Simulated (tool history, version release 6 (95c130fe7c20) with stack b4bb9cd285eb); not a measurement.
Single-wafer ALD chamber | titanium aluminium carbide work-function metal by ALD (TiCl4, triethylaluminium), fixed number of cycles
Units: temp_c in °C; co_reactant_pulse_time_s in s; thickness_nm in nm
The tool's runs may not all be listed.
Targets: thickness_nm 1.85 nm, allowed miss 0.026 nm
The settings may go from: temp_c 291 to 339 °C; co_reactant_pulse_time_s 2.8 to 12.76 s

run 1 hour=0 | temp_c=315 co_reactant_pulse_time_s=7.78 | thickness_nm=2.1117
run 2 hour=5.6 | temp_c=310 co_reactant_pulse_time_s=7.3 | thickness_nm=2.0283
run 3 hour=12.6 | temp_c=301 co_reactant_pulse_time_s=7.3 | thickness_nm=1.9727
run 4 hour=15.6 | temp_c=307 co_reactant_pulse_time_s=7.3 | thickness_nm=2.0121
run 5 hour=17.7 | temp_c=314 co_reactant_pulse_time_s=7.3 | thickness_nm=2.0742
run 6 hour=25.3 | temp_c=318 co_reactant_pulse_time_s=7.3 | thickness_nm=2.0949
run 7 hour=28 | temp_c=313 co_reactant_pulse_time_s=6.88 | thickness_nm=2.0152
run 8 hour=31.2 | temp_c=313 co_reactant_pulse_time_s=6.88 | thickness_nm=2.0297

Which of these 4 next moves meets every target?
run A hour=34.4 | temp_c=314 co_reactant_pulse_time_s=5.92 | thickness_nm=?
run B hour=34.4 | temp_c=312 co_reactant_pulse_time_s=5.39 | thickness_nm=?
run C hour=34.4 | temp_c=313 co_reactant_pulse_time_s=6.02 | thickness_nm=?
run D hour=34.4 | temp_c=302 co_reactant_pulse_time_s=6.35 | thickness_nm=?

move=A thickness_nm=1.9218
move=B thickness_nm=1.8386
move=C thickness_nm=1.9265
move=D thickness_nm=1.8832
A: nearer than the last run, and not there yet
B: meets every target
C: nearer than the last run, and not there yet
D: nearer than the last run, and not there yet
Move B is the one to make.
